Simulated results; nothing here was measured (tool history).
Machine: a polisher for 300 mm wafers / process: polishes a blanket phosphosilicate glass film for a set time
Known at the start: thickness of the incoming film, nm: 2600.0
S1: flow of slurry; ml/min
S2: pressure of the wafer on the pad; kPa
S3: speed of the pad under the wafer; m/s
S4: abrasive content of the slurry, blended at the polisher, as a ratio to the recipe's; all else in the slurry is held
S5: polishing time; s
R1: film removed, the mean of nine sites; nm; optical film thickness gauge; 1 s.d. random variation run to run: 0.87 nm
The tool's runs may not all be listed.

run 1 hour=0 | S1=145 S2=15.9 S3=0.9 S4=1 S5=31 | R1=145.27
run 2 hour=3.2 | S1=145 S2=15.9 S3=0.7 S4=1 S5=31 | R1=119.76
run 3 hour=7.9 | S1=145 S2=15.9 S3=0.7 S4=1.1 S5=31 | R1=123.4
run 4 hour=13.2 | S1=145 S2=13.1 S3=0.68 S4=1.1 S5=31 | R1=100.18
run 5 hour=22.2 | S1=145 S2=13.1 S3=0.82 S4=1.1 S5=31 | R1=118.45
run 6 hour=30.4 | S1=165 S2=13.1 S3=0.82 S4=1.1 S5=31 | R1=120.27
run 7 hour=36.4 | S1=165 S2=11 S3=0.76 S4=1.1 S5=31 | R1=97.063
run 8 hour=42.1 | S1=165 S2=9.7 S3=0.72 S4=1.1 S5=31 | R1=80.66

Run 9, settings as shown, results not yet in. Your forecast:
run 9 hour=48.6 | S1=165 S2=9 S3=0.72 S4=1.1 S5=31 | R1=?

Logged for run 9: R1 75.859 nm.
